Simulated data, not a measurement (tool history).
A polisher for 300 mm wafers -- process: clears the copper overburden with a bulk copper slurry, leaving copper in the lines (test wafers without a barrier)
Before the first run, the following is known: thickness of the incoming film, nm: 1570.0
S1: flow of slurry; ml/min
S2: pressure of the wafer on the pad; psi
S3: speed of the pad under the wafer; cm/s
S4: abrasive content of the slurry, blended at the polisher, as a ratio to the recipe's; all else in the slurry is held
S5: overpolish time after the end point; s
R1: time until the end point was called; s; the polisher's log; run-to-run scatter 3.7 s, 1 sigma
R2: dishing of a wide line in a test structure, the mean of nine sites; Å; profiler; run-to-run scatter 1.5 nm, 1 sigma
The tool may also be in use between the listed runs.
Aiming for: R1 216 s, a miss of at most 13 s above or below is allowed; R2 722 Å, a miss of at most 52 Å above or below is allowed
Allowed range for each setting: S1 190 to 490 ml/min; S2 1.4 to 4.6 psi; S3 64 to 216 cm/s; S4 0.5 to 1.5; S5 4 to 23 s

run  hour   S1   S2   S3    S4  S5      R1      R2
  1     0  315    3  140     1  12  103.03  994.28
  2   1.9  315    3  108     1  12  130.35  847.96
  3   4.9  235    3  108     1  12  136.35  829.52
  4   7.3  235  3.5  108     1  12  117.58  944.13
  5   8.6  235  3.5  108  1.15  12  117.45  960.77
  6    16  235  3.5   80  1.15  12  151.07  741.83
  7  23.9  230  3.2   80  1.15  13  160.05  766.27
  8  31.9  230  2.9   78  1.15  14  191.49  742.27

Pick the move, out of 4, that brings all results within their allowed miss; only one does.
  A  39.9  200  3.2  84  1.15  11   ?   ?
  B  39.9  305  3.2  74   1.2  14   ?   ?
  C  39.9  200  2.1  94   1.2  16   ?   ?
  D  39.9  235  2.5  70   1.2  22   ?   ?

move      R1      R2
   A  160.49  699.24
   B  169.86  803.17
   C   208.4  729.77
   D  230.66  865.45
A: its largest miss is bigger than the last run's
B: its largest miss is bigger than the last run's
C: hits every target within its allowed miss
D: takes the result that was furthest off past its target
C is the move that brings every result within its allowed miss.
